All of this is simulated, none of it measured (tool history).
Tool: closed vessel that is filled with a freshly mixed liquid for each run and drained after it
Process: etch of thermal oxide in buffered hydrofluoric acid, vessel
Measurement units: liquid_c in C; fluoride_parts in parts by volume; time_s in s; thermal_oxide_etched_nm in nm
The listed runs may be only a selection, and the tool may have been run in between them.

{"run": 1, "hour": 0.0, "liquid_c": 23.0, "fluoride_parts": 14.5, "time_s": 95, "thermal_oxide_etched_nm": 71.048}
{"run": 2, "hour": 8.2, "liquid_c": 23.0, "fluoride_parts": 10.5, "time_s": 95, "thermal_oxide_etched_nm": 96.814}
{"run": 3, "hour": 11.3, "liquid_c": 21.5, "fluoride_parts": 12.0, "time_s": 95, "thermal_oxide_etched_nm": 77.921}
{"run": 4, "hour": 13.7, "liquid_c": 21.5, "fluoride_parts": 12.0, "time_s": 95, "thermal_oxide_etched_nm": 78.822}
{"run": 5, "hour": 17.1, "liquid_c": 20.5, "fluoride_parts": 13.0, "time_s": 95, "thermal_oxide_etched_nm": 68.139}
{"run": 6, "hour": 21.5, "liquid_c": 20.5, "fluoride_parts": 16.0, "time_s": 95, "thermal_oxide_etched_nm": 55.282}

Run 7 has not been measured yet. What should we expect?
{"run": 7, "hour": 29.2, "liquid_c": 19.5, "fluoride_parts": 16.5, "time_s": 95, "thermal_oxide_etched_nm": "?"}

Logged for run 7: thermal_oxide_etched_nm 50.593 nm.
